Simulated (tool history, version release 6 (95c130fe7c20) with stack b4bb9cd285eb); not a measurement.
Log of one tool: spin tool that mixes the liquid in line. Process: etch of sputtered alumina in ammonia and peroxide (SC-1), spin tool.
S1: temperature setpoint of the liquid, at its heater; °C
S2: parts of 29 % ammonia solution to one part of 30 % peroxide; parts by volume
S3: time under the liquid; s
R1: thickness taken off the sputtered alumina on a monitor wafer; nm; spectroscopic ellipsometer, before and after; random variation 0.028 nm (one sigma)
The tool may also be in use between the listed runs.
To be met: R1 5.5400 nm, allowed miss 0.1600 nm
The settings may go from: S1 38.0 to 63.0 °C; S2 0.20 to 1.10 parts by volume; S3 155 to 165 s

| run | hour | S1 | S2 | S3 | R1 |
|---|---|---|---|---|---|
| 1 | 0.0 | 47.0 | 0.60 | 155 | 6.9443 |
| 2 | 4.1 | 46.0 | 0.60 | 155 | 6.4965 |
| 3 | 8.2 | 45.5 | 0.60 | 155 | 6.3134 |
| 4 | 13.4 | 45.5 | 0.60 | 155 | 6.3853 |
| 5 | 16.1 | 45.0 | 0.60 | 155 | 6.1039 |
| 6 | 24.7 | 45.0 | 0.60 | 165 | 6.5407 |
| 7 | 31.9 | 44.5 | 0.60 | 165 | 6.3564 |
| 8 | 33.7 | 44.0 | 0.60 | 165 | 6.1593 |

4 next moves are on the table. One of them brings every result within its allowed miss. Which?
| A | 35.5 | 41.0 | 0.45 | 165 | ? |
| B | 35.5 | 41.5 | 0.80 | 165 | ? |
| C | 35.5 | 41.5 | 0.55 | 160 | ? |
| D | 35.5 | 43.0 | 0.60 | 165 | ? |

| move | R1 |
|---|---|
| A | 5.0206 |
| B | 5.4610 |
| C | 5.1097 |
| D | 5.7967 |
A: takes the result that was furthest off past its target
B: meets every target
C: takes the result that was furthest off past its target
D: nearer than the last run, and not there yet
Move B is the one to make.

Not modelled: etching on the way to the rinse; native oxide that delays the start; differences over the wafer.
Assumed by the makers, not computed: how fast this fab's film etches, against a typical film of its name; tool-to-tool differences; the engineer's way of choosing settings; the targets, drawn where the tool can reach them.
